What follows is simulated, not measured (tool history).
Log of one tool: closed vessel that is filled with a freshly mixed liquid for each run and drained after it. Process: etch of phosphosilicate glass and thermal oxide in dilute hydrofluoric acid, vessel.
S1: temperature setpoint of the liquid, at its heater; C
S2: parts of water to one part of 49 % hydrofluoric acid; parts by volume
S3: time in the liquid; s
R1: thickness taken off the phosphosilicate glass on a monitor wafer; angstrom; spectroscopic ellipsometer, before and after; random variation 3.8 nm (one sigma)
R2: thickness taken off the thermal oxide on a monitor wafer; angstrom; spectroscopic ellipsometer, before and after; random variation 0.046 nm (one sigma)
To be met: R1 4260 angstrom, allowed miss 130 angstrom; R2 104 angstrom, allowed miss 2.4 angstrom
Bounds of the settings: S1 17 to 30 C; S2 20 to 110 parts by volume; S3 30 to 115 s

run  hour    S1  S2  S3      R1      R2
  1     0    22  60  60  1900.5  46.616
  2   4.7  23.5  55  60    2230  54.598
  3   6.3  24.5  50  60    2607  62.723
  4   7.5  25.5  45  60  3006.1  72.909
  5  16.6  26.5  45  60  3140.9   76.79
  6  21.6  25.5  45  60    2967   73.11
  7    29  26.5  45  60  3110.5  76.637
  8  31.7    27  45  60  3178.2  78.031

4 next moves are on the table. One of them brings every result within its allowed miss. Which?
  A  34.4    30  60  90   ?   ?
  B  34.4    26  35  60   ?   ?
  C  34.4    25  25  55   ?   ?
  D  34.4  20.5  20  45   ?   ?

move      R1      R2
   A  3903.9  97.548
   B  3944.6  98.566
   C  4925.7  123.08
   D  4187.8  104.64
A: nearer than the last run, and not there yet
B: nearer than the last run, and not there yet
C: takes the result that was furthest off past its target
D: meets every target
Move D is the one to make.

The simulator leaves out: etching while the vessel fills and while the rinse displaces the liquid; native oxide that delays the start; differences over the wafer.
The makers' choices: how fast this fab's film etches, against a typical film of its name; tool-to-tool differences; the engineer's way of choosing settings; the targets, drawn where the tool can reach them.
